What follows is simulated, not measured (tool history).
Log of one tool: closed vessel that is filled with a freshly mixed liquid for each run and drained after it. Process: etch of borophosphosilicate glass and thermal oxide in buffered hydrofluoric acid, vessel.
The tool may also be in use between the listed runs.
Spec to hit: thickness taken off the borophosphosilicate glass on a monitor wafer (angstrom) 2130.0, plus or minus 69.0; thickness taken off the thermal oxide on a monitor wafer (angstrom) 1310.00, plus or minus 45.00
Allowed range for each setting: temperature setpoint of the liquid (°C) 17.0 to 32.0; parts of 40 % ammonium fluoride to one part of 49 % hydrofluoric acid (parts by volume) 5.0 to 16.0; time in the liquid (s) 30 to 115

run,hour,temperature setpoint of the liquid (°C),parts of 40 % ammonium fluoride to one part of 49 % hydrofluoric acid (parts by volume),time in the liquid (s),thickness taken off the borophosphosilicate glass on a monitor wafer (angstrom),thickness taken off the thermal oxide on a monitor wafer (angstrom)
1,0.0,24.0,9.5,60,1205.9,759.82
2,1.9,26.5,9.0,60,1435.8,892.41
3,3.3,29.5,9.0,60,1711.1,1055.50
4,10.2,29.5,9.0,50,1397.9,864.92
5,11.5,29.5,10.5,50,1258.5,765.25
6,14.6,29.5,13.0,50,1008.7,625.39
7,21.7,30.0,11.0,50,1229.3,750.25
8,23.2,32.0,8.0,55,2018.6,1215.40

Pick the move, out of 4, that brings all results within their allowed miss; only one does.
A,24.7,30.5,9.0,65,?,?
B,24.7,31.5,8.5,60,?,?
C,24.7,26.5,5.5,50,?,?
D,24.7,32.0,7.5,55,?,?

move,thickness taken off the borophosphosilicate glass on a monitor wafer (angstrom),thickness taken off the thermal oxide on a monitor wafer (angstrom)
A,1897.1,1196.40
B,1962.6,1237.80
C,1924.8,1202.30
D,2115.8,1333.00
A: lands further from the targets than the last run did
B: lands further from the targets than the last run did
C: lands further from the targets than the last run did
D: hits every target within its allowed miss
Go with D: it meets all targets.
